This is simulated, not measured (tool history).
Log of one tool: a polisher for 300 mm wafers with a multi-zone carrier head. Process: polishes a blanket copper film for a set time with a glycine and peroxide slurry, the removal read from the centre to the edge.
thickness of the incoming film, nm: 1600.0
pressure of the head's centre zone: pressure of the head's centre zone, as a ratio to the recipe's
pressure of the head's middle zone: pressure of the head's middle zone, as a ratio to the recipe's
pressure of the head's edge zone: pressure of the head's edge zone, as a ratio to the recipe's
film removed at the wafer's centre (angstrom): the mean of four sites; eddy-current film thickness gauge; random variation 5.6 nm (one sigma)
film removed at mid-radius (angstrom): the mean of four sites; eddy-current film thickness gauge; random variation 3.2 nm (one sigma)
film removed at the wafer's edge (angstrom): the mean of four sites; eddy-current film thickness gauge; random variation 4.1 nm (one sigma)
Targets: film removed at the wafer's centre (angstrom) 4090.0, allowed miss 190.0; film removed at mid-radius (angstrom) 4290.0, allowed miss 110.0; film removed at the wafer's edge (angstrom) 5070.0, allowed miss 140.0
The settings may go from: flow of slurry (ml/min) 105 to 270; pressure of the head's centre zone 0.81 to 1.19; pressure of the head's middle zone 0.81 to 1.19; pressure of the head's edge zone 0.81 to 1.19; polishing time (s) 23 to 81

run  hour  flow of slurry (ml/min)  pressure of the head's centre zone  pressure of the head's middle zone  pressure of the head's edge zone  polishing time (s)  film removed at the wafer's centre (angstrom)  film removed at mid-radius (angstrom)  film removed at the wafer's edge (angstrom)
  1   0.0                      175                                1.00                                1.00                              1.00                  52                                         4041.3                                 4170.7                                       4219.7
  2   7.5                      175                                1.00                                1.00                              1.00                  59                                         4665.2                                 4795.6                                       4789.0
  3  12.6                      175                                1.04                                1.00                              1.00                  59                                         4938.9                                 4785.7                                       4829.9
  4  18.0                      175                                1.04                                1.00                              1.00                  71                                         5761.6                                 5642.6                                       5755.4
  5  26.1                      160                                0.99                                0.95                              1.00                  70                                         5439.9                                 5415.3                                       5555.6
  6  30.4                      160                                0.99                                0.87                              1.00                  70                                         5418.5                                 5022.6                                       5606.4
  7  32.7                      115                                0.89                                0.81                              0.98                  66                                         4243.7                                 4077.9                                       4951.6
  8  34.4                      120                                0.88                                0.82                              0.99                  66                                         4205.4                                 4165.5                                       5043.3

5 next moves are on the table. One of them brings every result within its allowed miss. Which?
  A  36.1                      125                                0.87                                0.86                              1.03                  65                                              ?                                      ?                                            ?
  B  36.1                      105                                0.83                                0.91                              1.10                  64                                              ?                                      ?                                            ?
  C  36.1                      160                                0.90                                0.83                              1.06                  59                                              ?                                      ?                                            ?
  D  36.1                      115                                0.95                                0.88                              0.98                  63                                              ?                                      ?                                            ?
  E  36.1                      130                                0.96                                0.86                              0.98                  64                                              ?                                      ?                                            ?

move  film removed at the wafer's centre (angstrom)  film removed at mid-radius (angstrom)  film removed at the wafer's edge (angstrom)
   A                                         4151.5                                 4304.2                                       5092.8
   B                                         3671.9                                 4215.5                                       4996.3
   C                                         4160.6                                 4017.2                                       4884.5
   D                                         4280.4                                 4151.3                                       4739.7
   E                                         4567.5                                 4280.0                                       4930.3
A: meets every target
B: brings the result that was furthest off to its target, and leaves another outside
C: further off than the last run
D: further off than the last run
E: brings the result that was furthest off to its target, and leaves another outside
The right move is A.
